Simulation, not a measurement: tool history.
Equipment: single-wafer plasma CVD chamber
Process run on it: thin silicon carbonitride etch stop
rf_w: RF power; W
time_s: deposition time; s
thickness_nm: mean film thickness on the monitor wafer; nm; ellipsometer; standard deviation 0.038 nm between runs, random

Run 1, hour 0.0: rf_w 270 W, time_s 22.9 s. Result: thickness_nm 14.159 nm.
Run 2, hour 1.1: rf_w 235 W, time_s 22.9 s. Result: thickness_nm 13.315 nm.
Run 3, hour 2.1: rf_w 270 W, time_s 22.9 s. Result: thickness_nm 14.211 nm.
Run 4, hour 4.1: rf_w 295 W, time_s 23.9 s. Result: thickness_nm 15.420 nm.
Run 5, hour 13.0: rf_w 295 W, time_s 26.7 s. Result: thickness_nm 17.198 nm.
Run 6, hour 21.8: rf_w 305 W, time_s 26.8 s. Result: thickness_nm 17.558 nm.

Run 7 has not been measured yet. What should we expect?
Run 7, hour 28.8: rf_w 315 W, time_s 26.9 s. Result: thickness_nm ?.

thickness_nm: 17.907 nm
